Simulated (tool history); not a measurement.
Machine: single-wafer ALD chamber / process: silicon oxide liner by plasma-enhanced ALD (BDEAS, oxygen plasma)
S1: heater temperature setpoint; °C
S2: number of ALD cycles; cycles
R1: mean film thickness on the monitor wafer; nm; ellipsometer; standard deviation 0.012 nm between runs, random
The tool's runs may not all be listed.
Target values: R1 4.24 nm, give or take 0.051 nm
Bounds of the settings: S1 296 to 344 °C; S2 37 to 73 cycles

{"run": 1, "day": 0.0, "S1": 320, "S2": 55, "R1": 5.0658}
{"run": 2, "day": 0.312, "S1": 311, "S2": 55, "R1": 5.1496}
{"run": 3, "day": 0.512, "S1": 317, "S2": 55, "R1": 5.1071}
{"run": 4, "day": 0.742, "S1": 309, "S2": 55, "R1": 5.1452}
{"run": 5, "day": 1.075, "S1": 309, "S2": 62, "R1": 5.7932}
{"run": 6, "day": 1.308, "S1": 318, "S2": 62, "R1": 5.7859}
{"run": 7, "day": 1.433, "S1": 319, "S2": 53, "R1": 4.8905}
{"run": 8, "day": 1.712, "S1": 321, "S2": 51, "R1": 4.7042}
{"run": 9, "day": 2.017, "S1": 323, "S2": 49, "R1": 4.5157}

Of the 5 settings listed for the next run, only one would bring every result within its allowed miss of target. Which one?
{"run": "A", "day": 2.321, "S1": 325, "S2": 54, "R1": "?"}
{"run": "B", "day": 2.321, "S1": 341, "S2": 47, "R1": "?"}
{"run": "C", "day": 2.321, "S1": 318, "S2": 49, "R1": "?"}
{"run": "D", "day": 2.321, "S1": 324, "S2": 52, "R1": "?"}
{"run": "E", "day": 2.321, "S1": 335, "S2": 45, "R1": "?"}

move=A R1=4.9747
move=B R1=4.2416
move=C R1=4.5543
move=D R1=4.7965
move=E R1=4.0928
A: the biggest miss grows against the last run
B: each result inside its tolerance
C: the biggest miss grows against the last run
D: the biggest miss grows against the last run
E: moves the result that the last run missed by most past its target, out the other side
So the answer is move B, the one that meets all the targets.
